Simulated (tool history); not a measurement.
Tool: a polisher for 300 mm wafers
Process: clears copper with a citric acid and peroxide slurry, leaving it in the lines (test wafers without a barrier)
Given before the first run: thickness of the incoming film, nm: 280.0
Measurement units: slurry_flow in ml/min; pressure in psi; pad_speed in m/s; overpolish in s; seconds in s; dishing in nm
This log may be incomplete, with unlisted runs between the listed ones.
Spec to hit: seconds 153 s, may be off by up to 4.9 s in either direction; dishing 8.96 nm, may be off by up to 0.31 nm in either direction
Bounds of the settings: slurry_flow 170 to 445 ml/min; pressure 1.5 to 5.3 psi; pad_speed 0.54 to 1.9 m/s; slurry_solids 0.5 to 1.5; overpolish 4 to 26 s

run	hour	slurry_flow	pressure	pad_speed	slurry_solids	overpolish	seconds	dishing
1	0	285	3.4	1.22	1	13	94.833	25.272
2	1.5	285	3.3	1.2	1	12	100.54	22.291
3	3.4	285	3.2	1.2	1	11	100.64	20.484
4	9	285	3.2	1.2	1	16	101.74	28.202
5	10.6	290	3.1	1.18	1	15	107.81	26.103
6	18.9	290	3.1	1.46	1	15	89.113	30.007
7	24.3	290	3	1.4	1	14	94.988	26.803
8	28.6	290	2.9	1.36	1	13	100.7	23.857
9	36	285	2.8	1.32	1	12	105.37	20.952
10	36.7	285	2.7	1.3	1	11	110.25	18.662
11	38.9	285	2.6	1.28	1	10	116.69	16.122
12	43.8	285	2.5	1.28	1	10	119.01	15.549
13	45.1	285	2.5	1.28	1	10	118.41	15.643
14	53.2	310	1.7	1.18	1	5	183.15	5.4606
15	54.8	295	1.7	1.18	1	5	178.09	5.5343
16	56.5	295	1.8	1.18	1	5	171.1	5.8401
17	63.7	290	1.8	1.18	1	5	172.03	5.7715
18	70.3	295	1.9	1.18	1	5	162.41	6.0686
19	72.4	290	1.9	1.18	1	5	164	5.9552
20	78.2	245	2.3	1.18	1	11	141.51	14.795
21	81.5	260	2.3	1.18	1	11	137.69	14.816
22	88.1	275	2.3	1.18	1	11	139.03	14.764
23	88.8	290	2.3	1.18	1	11	138.5	15.013
24	94.6	295	2.2	1.2	0.9	9	144.78	12.194
25	101.4	310	2.2	1.2	0.9	9	142.13	11.841

5 candidate next runs follow, results not yet known. Just one meets every target within its allowed miss. Identify it.
A	108.2	280	2.2	1.14	0.9	11	?	?
B	108.2	340	2	1.34	1.2	11	?	?
C	108.2	370	1.9	1.28	0.9	7	?	?
D	108.2	310	2.6	1.18	0.75	10	?	?
E	108.2	255	2.3	1.26	0.9	6	?	?

move	seconds	dishing
A	148.16	13.875
B	133.74	15.222
C	149.94	8.9176
D	125.47	14.882
E	132.44	8.6897
A: further off than the last run
B: further off than the last run
C: hits every target within its allowed miss
D: further off than the last run
E: corrects the largest miss of the last run, while another result sits out of spec
So the answer is move C, the one that meets all the targets.
